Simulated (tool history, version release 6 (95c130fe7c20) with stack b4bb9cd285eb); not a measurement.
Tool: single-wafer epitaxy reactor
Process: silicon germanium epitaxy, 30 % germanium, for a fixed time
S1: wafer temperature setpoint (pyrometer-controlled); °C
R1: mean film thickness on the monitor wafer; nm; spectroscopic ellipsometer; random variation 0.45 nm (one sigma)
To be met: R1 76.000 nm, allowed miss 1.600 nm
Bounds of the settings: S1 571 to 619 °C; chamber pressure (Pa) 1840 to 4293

{"run": 1, "hour": 0.0, "S1": 595, "chamber pressure (Pa)": 3066, "R1": 55.592}
{"run": 2, "hour": 2.9, "S1": 600, "chamber pressure (Pa)": 3080, "R1": 59.875}
{"run": 3, "hour": 5.3, "S1": 600, "chamber pressure (Pa)": 3280, "R1": 61.472}
{"run": 4, "hour": 9.7, "S1": 604, "chamber pressure (Pa)": 3293, "R1": 66.315}
{"run": 5, "hour": 14.4, "S1": 604, "chamber pressure (Pa)": 3093, "R1": 64.23}
{"run": 6, "hour": 16.3, "S1": 604, "chamber pressure (Pa)": 3426, "R1": 67.15}
{"run": 7, "hour": 18.1, "S1": 606, "chamber pressure (Pa)": 3440, "R1": 69.272}
{"run": 8, "hour": 27.1, "S1": 608, "chamber pressure (Pa)": 3453, "R1": 72.608}
{"run": 9, "hour": 31.1, "S1": 609, "chamber pressure (Pa)": 3453, "R1": 73.401}

Which of these 4 next moves meets every target?
{"run": "A", "hour": 35.1, "S1": 609, "chamber pressure (Pa)": 3333, "R1": "?"}
{"run": "B", "hour": 35.1, "S1": 611, "chamber pressure (Pa)": 3400, "R1": "?"}
{"run": "C", "hour": 35.1, "S1": 603, "chamber pressure (Pa)": 3880, "R1": "?"}
{"run": "D", "hour": 35.1, "S1": 607, "chamber pressure (Pa)": 3226, "R1": "?"}

move=A R1=72.621
move=B R1=75.757
move=C R1=69.971
move=D R1=69.223
A: further off than the last run
B: meets every target
C: further off than the last run
D: further off than the last run
Move B is the one to make.
